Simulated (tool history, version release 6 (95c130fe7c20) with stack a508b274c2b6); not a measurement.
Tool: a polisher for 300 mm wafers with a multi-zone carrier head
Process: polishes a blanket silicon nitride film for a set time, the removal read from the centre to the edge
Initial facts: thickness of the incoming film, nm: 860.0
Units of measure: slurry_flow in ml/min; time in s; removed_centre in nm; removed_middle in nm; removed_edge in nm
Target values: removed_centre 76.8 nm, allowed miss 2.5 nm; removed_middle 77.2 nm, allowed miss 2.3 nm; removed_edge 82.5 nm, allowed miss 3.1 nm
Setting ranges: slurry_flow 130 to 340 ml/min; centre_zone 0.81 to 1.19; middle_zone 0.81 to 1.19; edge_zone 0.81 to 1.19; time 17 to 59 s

Run 1, hour 0: slurry_flow 220 ml/min, centre_zone 1, middle_zone 1, edge_zone 1, time 38 s. Result: removed_centre 52.526 nm, removed_middle 52.372 nm, removed_edge 53.653 nm.
Run 2, hour 6.3: slurry_flow 220 ml/min, centre_zone 1, middle_zone 1, edge_zone 1.02, time 39 s. Result: removed_centre 53.936 nm, removed_middle 54.082 nm, removed_edge 55.557 nm.
Run 3, hour 7.2: slurry_flow 220 ml/min, centre_zone 1, middle_zone 1, edge_zone 1.02, time 32 s. Result: removed_centre 43.65 nm, removed_middle 44.665 nm, removed_edge 45.322 nm.
Run 4, hour 15.9: slurry_flow 220 ml/min, centre_zone 1, middle_zone 1, edge_zone 1.03, time 34 s. Result: removed_centre 46.766 nm, removed_middle 47.628 nm, removed_edge 48.896 nm.
Run 5, hour 23.8: slurry_flow 220 ml/min, centre_zone 1, middle_zone 1, edge_zone 1.03, time 42 s. Result: removed_centre 57.273 nm, removed_middle 57.997 nm, removed_edge 59.067 nm.
Run 6, hour 28.9: slurry_flow 220 ml/min, centre_zone 1, middle_zone 1, edge_zone 1.03, time 33 s. Result: removed_centre 45.776 nm, removed_middle 45.562 nm, removed_edge 47.098 nm.
Run 7, hour 32.3: slurry_flow 220 ml/min, centre_zone 1, middle_zone 1, edge_zone 1.04, time 35 s. Result: removed_centre 48.619 nm, removed_middle 49.012 nm, removed_edge 50.004 nm.
Run 8, hour 34.9: slurry_flow 220 ml/min, centre_zone 1, middle_zone 1, edge_zone 1.05, time 37 s. Result: removed_centre 51.16 nm, removed_middle 51.589 nm, removed_edge 52.57 nm.
Run 9, hour 37.2: slurry_flow 220 ml/min, centre_zone 0.99, middle_zone 0.99, edge_zone 1.06, time 39 s. Result: removed_centre 53.484 nm, removed_middle 54.466 nm, removed_edge 54.924 nm.
Run 10, hour 44.8: slurry_flow 210 ml/min, centre_zone 0.99, middle_zone 0.99, edge_zone 1.04, time 41 s. Result: removed_centre 55.691 nm, removed_middle 55.933 nm, removed_edge 57.947 nm.
Run 11, hour 50.7: slurry_flow 205 ml/min, centre_zone 0.99, middle_zone 0.99, edge_zone 1.04, time 43 s. Result: removed_centre 58.6 nm, removed_middle 59.011 nm, removed_edge 61.278 nm.
Run 12, hour 56.3: slurry_flow 200 ml/min, centre_zone 0.99, middle_zone 0.99, edge_zone 1.04, time 44 s. Result: removed_centre 59.337 nm, removed_middle 60.321 nm, removed_edge 62.138 nm.
Run 13, hour 65.1: slurry_flow 200 ml/min, centre_zone 0.99, middle_zone 0.98, edge_zone 1.05, time 45 s. Result: removed_centre 61.703 nm, removed_middle 60.703 nm, removed_edge 62.436 nm.
Run 14, hour 65.9: slurry_flow 205 ml/min, centre_zone 0.98, middle_zone 0.97, edge_zone 1.05, time 46 s. Result: removed_centre 61.473 nm, removed_middle 62.029 nm, removed_edge 64.9 nm.

Exactly one of the 5 candidate moves below puts every result within its allowed miss. Which one?
Run A, hour 66.7: slurry_flow 220 ml/min, centre_zone 0.96, middle_zone 0.96, edge_zone 1.05, time 58 s. Result: removed_centre ?, removed_middle ?, removed_edge ?.
Run B, hour 66.7: slurry_flow 220 ml/min, centre_zone 1.12, middle_zone 0.92, edge_zone 1.05, time 54 s. Result: removed_centre ?, removed_middle ?, removed_edge ?.
Run C, hour 66.7: slurry_flow 170 ml/min, centre_zone 0.87, middle_zone 0.86, edge_zone 0.99, time 40 s. Result: removed_centre ?, removed_middle ?, removed_edge ?.
Run D, hour 66.7: slurry_flow 215 ml/min, centre_zone 1.06, middle_zone 1.12, edge_zone 1.02, time 34 s. Result: removed_centre ?, removed_middle ?, removed_edge ?.
Run E, hour 66.7: slurry_flow 230 ml/min, centre_zone 0.96, middle_zone 0.96, edge_zone 1.13, time 34 s. Result: removed_centre ?, removed_middle ?, removed_edge ?.

move  removed_centre  removed_middle  removed_edge
   A          77.772          77.992        83.487
   B           84.55          70.016         77.77
   C          46.674          47.433        54.592
   D          50.275          51.939        48.044
   E          45.862          45.957        50.987
A: every result lands within tolerance
B: nearer than the last run, and not there yet
C: lands further from the targets than the last run did
D: lands further from the targets than the last run did
E: lands further from the targets than the last run did
Answer: A

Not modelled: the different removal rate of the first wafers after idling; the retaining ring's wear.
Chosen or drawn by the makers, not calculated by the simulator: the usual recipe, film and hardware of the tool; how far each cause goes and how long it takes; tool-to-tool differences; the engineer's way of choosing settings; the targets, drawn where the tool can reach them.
